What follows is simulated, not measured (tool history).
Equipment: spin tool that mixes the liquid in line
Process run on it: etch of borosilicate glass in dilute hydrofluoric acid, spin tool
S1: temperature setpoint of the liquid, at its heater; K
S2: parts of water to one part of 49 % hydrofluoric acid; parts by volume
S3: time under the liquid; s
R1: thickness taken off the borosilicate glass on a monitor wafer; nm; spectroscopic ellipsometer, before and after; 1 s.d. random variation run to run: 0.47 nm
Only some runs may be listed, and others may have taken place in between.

{"run": 1, "hour": 0.0, "S1": 298.15, "S2": 145, "S3": 140, "R1": 29.987}
{"run": 2, "hour": 7.0, "S1": 299.15, "S2": 135, "S3": 140, "R1": 33.943}
{"run": 3, "hour": 13.0, "S1": 300.15, "S2": 125, "S3": 140, "R1": 38.535}
{"run": 4, "hour": 18.1, "S1": 300.15, "S2": 165, "S3": 140, "R1": 27.85}
{"run": 5, "hour": 19.7, "S1": 300.15, "S2": 135, "S3": 140, "R1": 35.063}
{"run": 6, "hour": 22.8, "S1": 301.15, "S2": 125, "S3": 140, "R1": 40.065}
{"run": 7, "hour": 29.9, "S1": 301.65, "S2": 120, "S3": 140, "R1": 42.612}
{"run": 8, "hour": 33.9, "S1": 302.15, "S2": 115, "S3": 140, "R1": 45.615}
{"run": 9, "hour": 40.9, "S1": 302.65, "S2": 110, "S3": 140, "R1": 49.153}
{"run": 10, "hour": 44.9, "S1": 303.15, "S2": 105, "S3": 140, "R1": 52.333}
{"run": 11, "hour": 50.2, "S1": 303.65, "S2": 100, "S3": 140, "R1": 56.599}

Run 12 is up next; what results do you expect?
{"run": 12, "hour": 55.2, "S1": 304.15, "S2": 95, "S3": 140, "R1": "?"}

Run 12 yielded R1 61.113 nm.

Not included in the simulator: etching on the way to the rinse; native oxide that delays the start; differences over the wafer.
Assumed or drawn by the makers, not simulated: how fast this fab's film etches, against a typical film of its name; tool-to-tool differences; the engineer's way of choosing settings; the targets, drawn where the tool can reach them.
